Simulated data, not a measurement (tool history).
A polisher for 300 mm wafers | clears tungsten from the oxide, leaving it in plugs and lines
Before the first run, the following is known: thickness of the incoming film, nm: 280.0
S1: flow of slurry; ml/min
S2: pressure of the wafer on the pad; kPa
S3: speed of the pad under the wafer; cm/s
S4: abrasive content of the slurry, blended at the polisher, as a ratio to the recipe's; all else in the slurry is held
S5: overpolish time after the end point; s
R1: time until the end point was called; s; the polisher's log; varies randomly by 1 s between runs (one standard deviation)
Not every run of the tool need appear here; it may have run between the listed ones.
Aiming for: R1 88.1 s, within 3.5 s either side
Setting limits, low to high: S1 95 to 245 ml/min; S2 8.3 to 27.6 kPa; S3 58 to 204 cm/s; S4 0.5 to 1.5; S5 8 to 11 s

run    day   S1    S2   S3  S4  S5      R1
  1      0  155  17.9  130   1  11  57.895
  2  0.204  155  17.2  130   1  11  60.654
  3  0.325  175  17.2  130   1  11  58.888
  4  0.454  145  17.2  130   1  11  59.978
  5  0.529  145  15.2  130   1  11  68.133
  6  0.675  145  14.5  130   1  11  70.485
  7  0.979  145  13.8  130   1  11  72.535
  8  1.288  135   9.7  128   1  11  97.864

Next run, 5 choices. One meets every target within its allowed miss, the rest don't. Which?
  A  1.596  125    11  140     1  11   ?
  B  1.596  195   8.3  134  1.05   9   ?
  C  1.596  100  11.7  144   1.1  11   ?
  D  1.596  140  11.7  130  0.75  11   ?
  E  1.596  180  10.3  136  1.25   8   ?

move      R1
   A  81.451
   B  98.275
   C  76.721
   D  86.828
   E  80.162
A: carries the result that was furthest off beyond its target, to the other side
B: just as far off the targets as the last run
C: carries the result that was furthest off beyond its target, to the other side
D: every result within its allowed miss
E: carries the result that was furthest off beyond its target, to the other side
Go with D: it meets all targets.
